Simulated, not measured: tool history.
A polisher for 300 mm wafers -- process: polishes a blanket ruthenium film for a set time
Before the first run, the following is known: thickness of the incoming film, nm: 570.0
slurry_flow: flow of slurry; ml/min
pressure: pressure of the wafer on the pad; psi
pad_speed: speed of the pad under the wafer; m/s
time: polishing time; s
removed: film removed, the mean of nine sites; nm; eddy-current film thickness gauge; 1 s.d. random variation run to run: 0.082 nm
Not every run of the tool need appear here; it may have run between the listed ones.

run 1 day=0.000 | slurry_flow=145 pressure=1.3 pad_speed=0.84 time=22 | removed=15.588
run 2 day=0.217 | slurry_flow=145 pressure=1.0 pad_speed=0.84 time=22 | removed=12.386
run 3 day=0.288 | slurry_flow=135 pressure=1.0 pad_speed=0.84 time=22 | removed=12.283
run 4 day=0.417 | slurry_flow=130 pressure=1.0 pad_speed=0.84 time=22 | removed=12.190
run 5 day=0.704 | slurry_flow=130 pressure=1.0 pad_speed=0.84 time=20 | removed=10.962
run 6 day=0.783 | slurry_flow=135 pressure=1.0 pad_speed=0.84 time=20 | removed=11.270
run 7 day=0.829 | slurry_flow=140 pressure=1.0 pad_speed=0.84 time=20 | removed=11.303

Run 8, settings as shown, results not yet in. Your forecast:
run 8 day=1.083 | slurry_flow=145 pressure=1.0 pad_speed=0.84 time=20 | removed=?

{"run 8": {"removed": 11.265}}
